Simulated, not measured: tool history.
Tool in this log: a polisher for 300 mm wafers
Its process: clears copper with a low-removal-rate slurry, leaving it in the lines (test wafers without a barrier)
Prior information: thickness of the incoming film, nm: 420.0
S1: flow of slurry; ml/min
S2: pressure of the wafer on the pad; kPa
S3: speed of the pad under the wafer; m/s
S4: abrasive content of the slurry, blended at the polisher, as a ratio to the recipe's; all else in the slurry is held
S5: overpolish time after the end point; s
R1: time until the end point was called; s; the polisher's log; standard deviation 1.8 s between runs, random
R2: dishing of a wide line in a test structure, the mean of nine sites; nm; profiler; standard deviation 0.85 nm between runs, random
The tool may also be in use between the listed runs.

run    day   S1    S2    S3   S4  S5      R1      R2
  1  0.000  130  19.3  1.38  1.0  29  120.04  47.774
  2  0.367  125  16.5  1.38  1.0  30  138.09  44.599
  3  0.417  125  13.1  1.38  1.0  30  176.57  39.059
  4  0.554  120  13.1  1.38  1.0  31  173.04  39.405
  5  0.908  120   9.7  1.38  1.0  31  236.21  32.217
  6  1.188  140   9.7  1.38  1.0  31  230.35  31.680
  7  1.492  155  13.8  1.38  1.0  39  161.20  46.655
  8  1.654  120  13.1  1.38  1.0  34  177.98  40.817
     1.988  -- head pressure recalibrated
  9  1.988  120  12.4  1.38  1.0  33  173.67  40.581
 10  2.246  130  12.4  1.38  1.0  33  171.81  41.207

What will run 11 give?
 11  2.625  130  11.7  1.38  1.0  33   ?   ?

R1: 182.99 s
R2: 38.600 nm

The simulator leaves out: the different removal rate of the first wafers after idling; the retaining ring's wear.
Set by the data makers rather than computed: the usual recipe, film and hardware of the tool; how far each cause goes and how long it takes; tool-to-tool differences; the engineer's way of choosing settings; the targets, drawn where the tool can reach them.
